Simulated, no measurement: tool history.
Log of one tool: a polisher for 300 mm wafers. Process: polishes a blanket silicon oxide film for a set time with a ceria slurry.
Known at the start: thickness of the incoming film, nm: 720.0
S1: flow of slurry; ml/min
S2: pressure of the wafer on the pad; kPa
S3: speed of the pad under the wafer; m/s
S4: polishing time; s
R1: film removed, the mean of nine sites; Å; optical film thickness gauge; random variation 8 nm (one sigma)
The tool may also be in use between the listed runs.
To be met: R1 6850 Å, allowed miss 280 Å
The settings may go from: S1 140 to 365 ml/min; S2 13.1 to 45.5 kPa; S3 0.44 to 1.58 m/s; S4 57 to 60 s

Run 1, hour 0: S1 235 ml/min, S2 29 kPa, S3 1 m/s, S4 57 s. Result: R1 3824.1 Å.
Run 2, hour 3.5: S1 235 ml/min, S2 29 kPa, S3 1.24 m/s, S4 57 s. Result: R1 4694.9 Å.
Run 3, hour 8: S1 235 ml/min, S2 24.8 kPa, S3 1.24 m/s, S4 57 s. Result: R1 4060.4 Å.
Run 4, hour 12.4: S1 235 ml/min, S2 29 kPa, S3 1.24 m/s, S4 57 s. Result: R1 4750.7 Å.
Run 5, hour 19.2: S1 235 ml/min, S2 31.7 kPa, S3 1.24 m/s, S4 57 s. Result: R1 5143 Å.
Run 6, hour 21.3: S1 235 ml/min, S2 34.5 kPa, S3 1.24 m/s, S4 57 s. Result: R1 5581.5 Å.
Run 7, hour 24.4: S1 235 ml/min, S2 36.5 kPa, S3 1.24 m/s, S4 57 s. Result: R1 5906.8 Å.
Run 8, hour 30.6: S1 235 ml/min, S2 37.9 kPa, S3 1.24 m/s, S4 57 s. Result: R1 6149.3 Å.
Run 9, hour 39.5: S1 235 ml/min, S2 38.6 kPa, S3 1.24 m/s, S4 57 s. Result: R1 6322.2 Å.
Run 10, hour 46.6: S1 235 ml/min, S2 39.3 kPa, S3 1.24 m/s, S4 57 s. Result: R1 6247.8 Å.
Run 11, hour 49.8: S1 235 ml/min, S2 40 kPa, S3 1.24 m/s, S4 57 s. Result: R1 6543.6 Å.
Run 12, hour 58.4: S1 235 ml/min, S2 40.7 kPa, S3 1.24 m/s, S4 57 s. Result: R1 6594.1 Å.

4 next moves are on the table. One of them brings every result within its allowed miss. Which?
Run A, hour 67: S1 190 ml/min, S2 43.4 kPa, S3 1.12 m/s, S4 57 s. Result: R1 ?.
Run B, hour 67: S1 190 ml/min, S2 35.2 kPa, S3 1.36 m/s, S4 57 s. Result: R1 ?.
Run C, hour 67: S1 155 ml/min, S2 32.4 kPa, S3 1.54 m/s, S4 57 s. Result: R1 ?.
Run D, hour 67: S1 250 ml/min, S2 35.2 kPa, S3 1.4 m/s, S4 60 s. Result: R1 ?.

move      R1
   A    6168
   B  6063.1
   C  6234.9
   D  6690.1
A: further off than the last run
B: further off than the last run
C: further off than the last run
D: meets every target
Move D is the one to make.
